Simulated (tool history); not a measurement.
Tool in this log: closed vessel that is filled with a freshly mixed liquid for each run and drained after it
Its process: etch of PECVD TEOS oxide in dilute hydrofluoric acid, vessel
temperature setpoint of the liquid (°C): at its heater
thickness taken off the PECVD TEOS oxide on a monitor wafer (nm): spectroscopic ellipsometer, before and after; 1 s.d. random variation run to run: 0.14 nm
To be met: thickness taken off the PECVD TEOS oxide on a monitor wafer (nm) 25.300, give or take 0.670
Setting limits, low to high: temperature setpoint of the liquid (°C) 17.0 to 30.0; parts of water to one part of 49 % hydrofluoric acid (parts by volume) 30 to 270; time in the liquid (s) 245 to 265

run  hour  temperature setpoint of the liquid (°C)  parts of water to one part of 49 % hydrofluoric acid (parts by volume)  time in the liquid (s)  thickness taken off the PECVD TEOS oxide on a monitor wafer (nm)
  1   0.0                                     22.0                                                                     150                     245                                                            42.045
  2   3.9                                     22.0                                                                     150                     265                                                            45.849
  3   9.4                                     22.0                                                                     105                     265                                                            68.831
  4  16.9                                     21.5                                                                     120                     265                                                            58.066
  5  20.8                                     21.0                                                                     130                     265                                                            52.538
  6  28.5                                     20.5                                                                     140                     265                                                            46.930
  7  37.6                                     20.0                                                                     150                     265                                                            42.104
  8  45.1                                     19.5                                                                     155                     265                                                            40.078
  9  47.8                                     19.0                                                                     160                     265                                                            37.688
 10  54.9                                     18.5                                                                     165                     265                                                            35.944
 11  63.6                                     18.5                                                                     170                     265                                                            34.535
 12  67.2                                     18.5                                                                     175                     265                                                            33.141
 13  72.4                                     18.5                                                                     180                     265                                                            32.211
 14  75.4                                     18.5                                                                     185                     265                                                            31.187
 15  79.2                                     18.5                                                                     190                     265                                                            30.421
 16  84.6                                     18.5                                                                     195                     265                                                            29.447
 17  88.9                                     17.5                                                                     200                     265                                                            27.320
 18  98.2                                     17.0                                                                     205                     265                                                            26.038

Consider the 5 candidate settings below. Which is the only one whose results all fall within their allowed miss of target?
  A  107.5                                     17.5                                                                     210                     245                                                                 ?
  B  107.5                                     20.5                                                                     220                     245                                                                 ?
  C  107.5                                     17.0                                                                     215                     250                                                                 ?
  D  107.5                                     17.0                                                                     185                     245                                                                 ?
  E  107.5                                     17.5                                                                     200                     265                                                                 ?

move  thickness taken off the PECVD TEOS oxide on a monitor wafer (nm)
   A                                                            24.092
   B                                                            25.586
   C                                                            23.436
   D                                                            27.435
   E                                                            27.615
A: carries the result that was furthest off beyond its target, to the other side
B: all results in spec
C: carries the result that was furthest off beyond its target, to the other side
D: its largest miss is bigger than the last run's
E: its largest miss is bigger than the last run's
The move that meets every target is B.
